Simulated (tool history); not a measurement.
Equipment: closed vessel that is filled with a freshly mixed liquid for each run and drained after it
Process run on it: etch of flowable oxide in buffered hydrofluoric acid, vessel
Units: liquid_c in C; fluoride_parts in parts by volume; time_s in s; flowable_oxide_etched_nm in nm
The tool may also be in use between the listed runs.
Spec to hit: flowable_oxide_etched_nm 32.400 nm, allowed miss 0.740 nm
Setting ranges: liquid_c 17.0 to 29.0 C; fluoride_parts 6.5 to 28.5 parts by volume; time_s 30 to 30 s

| run | hour | liquid_c | fluoride_parts | time_s | flowable_oxide_etched_nm |
|---|---|---|---|---|---|
| 1 | 0.0 | 21.0 | 17.5 | 30 | 39.726 |
| 2 | 6.9 | 20.0 | 17.5 | 30 | 37.366 |
| 3 | 7.9 | 20.0 | 17.5 | 30 | 37.680 |
| 4 | 9.9 | 20.0 | 15.5 | 30 | 42.318 |
| 5 | 17.3 | 22.5 | 15.5 | 30 | 48.702 |
| 6 | 20.1 | 21.0 | 16.0 | 30 | 43.397 |
| 7 | 26.5 | 21.0 | 16.0 | 30 | 43.234 |
| 8 | 33.7 | 20.0 | 16.5 | 30 | 39.714 |
| 9 | 36.2 | 19.0 | 16.5 | 30 | 37.504 |
| 10 | 39.2 | 18.5 | 16.5 | 30 | 36.398 |
| 11 | 46.6 | 18.0 | 16.5 | 30 | 35.304 |
| 12 | 55.6 | 17.5 | 16.5 | 30 | 34.486 |

4 candidate next runs follow, results not yet known. Just one meets every target within its allowed miss. Identify it.
| A | 64.6 | 20.0 | 20.5 | 30 | ? |
| B | 64.6 | 17.0 | 16.0 | 30 | ? |
| C | 64.6 | 17.5 | 17.0 | 30 | ? |
| D | 64.6 | 20.0 | 19.0 | 30 | ? |

| move | flowable_oxide_etched_nm |
|---|---|
| A | 32.320 |
| B | 34.571 |
| C | 33.508 |
| D | 34.585 |
A: meets every target
B: no better and no worse than the last run
C: nearer the targets than the last run, but a result is still out of spec
D: no better and no worse than the last run
A is the move that brings every result within its allowed miss.

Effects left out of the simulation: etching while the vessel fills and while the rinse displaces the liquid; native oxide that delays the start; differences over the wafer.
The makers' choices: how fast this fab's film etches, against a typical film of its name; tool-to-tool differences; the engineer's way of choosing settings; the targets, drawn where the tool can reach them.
